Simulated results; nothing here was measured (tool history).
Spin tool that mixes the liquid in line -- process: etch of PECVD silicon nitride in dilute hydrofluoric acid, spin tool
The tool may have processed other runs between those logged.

run  hour  temperature setpoint of the liquid (K)  parts of water to one part of 49 % hydrofluoric acid (parts by volume)  time under the liquid (s)  thickness taken off the PECVD silicon nitride on a monitor wafer (Å)
  1   0.0                                  296.15                                                                     200                         90                                                               11.2180
  2   1.3                                  294.65                                                                     205                         90                                                                9.7595
  3   8.6                                  294.65                                                                     140                         90                                                               14.6650
  4  15.0                                  294.65                                                                     140                         90                                                               14.3320
  5  20.3                                  293.15                                                                     155                         90                                                               11.6970
  6  25.9                                  292.15                                                                     165                         90                                                               10.4390
  7  26.9                                  291.65                                                                     170                         90                                                               10.0300
  8  31.8                                  291.15                                                                     175                         90                                                                9.2924

Forecast run 9:
  9  38.5                                  290.65                                                                     180                         90                                                                     ?

{"run 9": {"thickness taken off the PECVD silicon nitride on a monitor wafer (Å)": 8.5839}}
